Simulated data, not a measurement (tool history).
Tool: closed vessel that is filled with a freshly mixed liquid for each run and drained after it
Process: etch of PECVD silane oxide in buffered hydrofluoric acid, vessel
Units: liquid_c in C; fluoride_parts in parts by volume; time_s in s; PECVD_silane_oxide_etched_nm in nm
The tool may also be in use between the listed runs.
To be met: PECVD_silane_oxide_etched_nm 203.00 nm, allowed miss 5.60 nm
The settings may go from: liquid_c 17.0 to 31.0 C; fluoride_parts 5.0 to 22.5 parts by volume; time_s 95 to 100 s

run 1 day=0.000 | liquid_c=23.0 fluoride_parts=13.5 time_s=95 | PECVD_silane_oxide_etched_nm=177.76
run 2 day=0.183 | liquid_c=23.5 fluoride_parts=13.5 time_s=95 | PECVD_silane_oxide_etched_nm=183.04
run 3 day=0.321 | liquid_c=24.0 fluoride_parts=13.5 time_s=95 | PECVD_silane_oxide_etched_nm=187.78
run 4 day=0.371 | liquid_c=24.0 fluoride_parts=13.5 time_s=95 | PECVD_silane_oxide_etched_nm=189.03
run 5 day=0.546 | liquid_c=24.5 fluoride_parts=13.5 time_s=95 | PECVD_silane_oxide_etched_nm=194.77
run 6 day=0.588 | liquid_c=22.5 fluoride_parts=13.5 time_s=95 | PECVD_silane_oxide_etched_nm=171.97
run 7 day=0.679 | liquid_c=23.0 fluoride_parts=13.5 time_s=95 | PECVD_silane_oxide_etched_nm=179.62
run 8 day=0.871 | liquid_c=23.5 fluoride_parts=13.5 time_s=95 | PECVD_silane_oxide_etched_nm=180.51
run 9 day=0.929 | liquid_c=24.0 fluoride_parts=13.5 time_s=95 | PECVD_silane_oxide_etched_nm=186.37

5 next moves are on the table. One of them brings every result within its allowed miss. Which?
run A day=0.988 | liquid_c=21.5 fluoride_parts=12.5 time_s=100 | PECVD_silane_oxide_etched_nm=?
run B day=0.988 | liquid_c=25.0 fluoride_parts=14.0 time_s=100 | PECVD_silane_oxide_etched_nm=?
run C day=0.988 | liquid_c=24.5 fluoride_parts=12.0 time_s=95 | PECVD_silane_oxide_etched_nm=?
run D day=0.988 | liquid_c=25.0 fluoride_parts=16.0 time_s=95 | PECVD_silane_oxide_etched_nm=?
run E day=0.988 | liquid_c=26.5 fluoride_parts=15.0 time_s=95 | PECVD_silane_oxide_etched_nm=?

move=A PECVD_silane_oxide_etched_nm=183.74
move=B PECVD_silane_oxide_etched_nm=199.23
move=C PECVD_silane_oxide_etched_nm=214.21
move=D PECVD_silane_oxide_etched_nm=166.01
move=E PECVD_silane_oxide_etched_nm=191.81
A: further off than the last run
B: meets every target
C: takes the result that was furthest off past its target
D: further off than the last run
E: nearer than the last run, and not there yet
The right move is B.
